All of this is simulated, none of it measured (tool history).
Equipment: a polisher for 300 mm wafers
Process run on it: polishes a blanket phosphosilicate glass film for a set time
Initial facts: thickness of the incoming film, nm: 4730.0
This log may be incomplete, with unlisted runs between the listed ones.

run,hour,flow of slurry (ml/min),pressure of the wafer on the pad (psi),speed of the pad under the wafer (cm/s),abrasive content of the slurry,polishing time (s),film removed (nm)
1,0.0,300,2.3,118,1.0,30,247.91
2,2.1,300,2.2,118,1.0,30,237.86
3,2.8,300,2.2,118,0.9,30,223.93
4,11.5,300,2.1,118,0.9,30,216.32
5,15.1,300,2.1,118,1.0,30,226.65
6,22.5,300,2.1,118,1.2,30,247.88
7,29.2,300,2.0,118,1.2,30,236.65
8,33.4,300,1.9,118,1.2,30,223.52

Run 9 is up next; what results do you expect?
9,36.0,300,1.8,118,1.2,30,?

Run 9 came out at film removed (nm) 214.34.
